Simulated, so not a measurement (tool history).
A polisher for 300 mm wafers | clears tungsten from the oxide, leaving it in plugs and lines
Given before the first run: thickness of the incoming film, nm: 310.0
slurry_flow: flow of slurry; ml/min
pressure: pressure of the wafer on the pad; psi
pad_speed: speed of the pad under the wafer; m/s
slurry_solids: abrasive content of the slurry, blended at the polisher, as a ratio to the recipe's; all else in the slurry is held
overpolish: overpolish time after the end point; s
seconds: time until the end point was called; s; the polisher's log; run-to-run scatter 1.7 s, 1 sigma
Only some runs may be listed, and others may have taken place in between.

| run | hour | slurry_flow | pressure | pad_speed | slurry_solids | overpolish | seconds |
|---|---|---|---|---|---|---|---|
| 1 | 0.0 | 310 | 2.4 | 1.30 | 1.00 | 46 | 85.448 |
| 2 | 5.7 | 310 | 2.2 | 1.28 | 1.00 | 46 | 94.009 |
| 3 | 14.6 | 310 | 2.6 | 1.28 | 1.00 | 46 | 80.564 |
| 4 | 17.5 | 310 | 2.6 | 1.28 | 1.00 | 49 | 80.723 |
| 5 | 25.8 | 310 | 2.6 | 1.28 | 1.20 | 49 | 79.157 |
| 6 | 29.6 | 310 | 2.6 | 1.28 | 1.05 | 49 | 78.705 |

Run 7, settings as shown, results not yet in. Your forecast:
| 7 | 35.2 | 310 | 2.4 | 1.26 | 1.05 | 49 | ? |

seconds: 87.608 s

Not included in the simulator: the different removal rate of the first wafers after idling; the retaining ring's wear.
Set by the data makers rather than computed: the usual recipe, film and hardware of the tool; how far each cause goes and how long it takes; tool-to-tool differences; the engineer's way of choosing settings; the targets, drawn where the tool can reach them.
